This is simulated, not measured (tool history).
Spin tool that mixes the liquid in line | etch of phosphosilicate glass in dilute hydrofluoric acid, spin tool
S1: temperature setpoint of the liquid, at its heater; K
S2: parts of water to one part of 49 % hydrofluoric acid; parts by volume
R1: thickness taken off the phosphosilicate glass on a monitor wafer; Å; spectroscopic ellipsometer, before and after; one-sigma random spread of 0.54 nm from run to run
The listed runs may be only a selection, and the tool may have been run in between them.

Run 1, hour 0: S1 295.15 K, S2 150 parts by volume, time under the liquid (s) 50. Result: R1 162.98 Å.
Run 2, hour 2.7: S1 295.15 K, S2 185 parts by volume, time under the liquid (s) 50. Result: R1 125.49 Å.
Run 3, hour 10.8: S1 293.15 K, S2 185 parts by volume, time under the liquid (s) 50. Result: R1 116.81 Å.
Run 4, hour 14.5: S1 290.15 K, S2 185 parts by volume, time under the liquid (s) 50. Result: R1 104.71 Å.
Run 5, hour 19.3: S1 290.15 K, S2 185 parts by volume, time under the liquid (s) 50. Result: R1 106.03 Å.
Run 6, hour 20.2: S1 293.65 K, S2 135 parts by volume, time under the liquid (s) 50. Result: R1 173.68 Å.
Run 7, hour 23.5: S1 297.65 K, S2 75 parts by volume, time under the liquid (s) 55. Result: R1 424.61 Å.
Run 8, hour 24.8: S1 299.15 K, S2 70 parts by volume, time under the liquid (s) 55. Result: R1 491.84 Å.
Run 9, hour 30.9: S1 300.15 K, S2 70 parts by volume, time under the liquid (s) 55. Result: R1 514.72 Å.

For run 10, what comes out?
Run 10, hour 39.1: S1 301.15 K, S2 70 parts by volume, time under the liquid (s) 55. Result: R1 ?.

Run 10 produced R1 533.08 Å.

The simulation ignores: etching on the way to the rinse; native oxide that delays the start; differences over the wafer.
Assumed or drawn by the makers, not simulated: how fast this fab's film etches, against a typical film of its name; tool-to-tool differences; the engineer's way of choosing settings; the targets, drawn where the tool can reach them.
